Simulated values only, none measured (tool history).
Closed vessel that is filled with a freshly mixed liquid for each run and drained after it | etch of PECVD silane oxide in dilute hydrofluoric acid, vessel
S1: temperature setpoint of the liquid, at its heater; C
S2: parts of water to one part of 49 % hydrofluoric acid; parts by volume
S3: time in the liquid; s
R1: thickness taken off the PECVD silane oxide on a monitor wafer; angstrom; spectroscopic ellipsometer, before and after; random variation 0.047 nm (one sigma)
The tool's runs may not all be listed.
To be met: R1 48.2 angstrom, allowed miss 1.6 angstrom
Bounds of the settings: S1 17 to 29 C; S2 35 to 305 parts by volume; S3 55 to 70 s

run	hour	S1	S2	S3	R1
1	0	21	170	70	68.343
2	4.9	20	175	70	61.968
3	7.5	19.5	180	70	60.189
4	14.4	17	180	70	53.651
5	21.4	17	220	70	41.875
6	30	17	220	70	41.835
7	33.8	17.5	220	70	44.058
8	40.5	18	220	70	45.052
9	44.3	18.5	220	70	45.232
10	48.7	19	220	70	45.414
11	53.9	19	220	70	46.062

4 next moves are on the table. One of them brings every result within its allowed miss. Which?
A	59.1	18.5	185	65	?
B	59.1	21.5	245	70	?
C	59.1	24	200	55	?
D	59.1	18.5	195	60	?

move	R1
A	51.109
B	43.992
C	48.625
D	44.331
A: takes the result that was furthest off past its target
B: further off than the last run
C: meets every target
D: further off than the last run
Move C is the one to make.
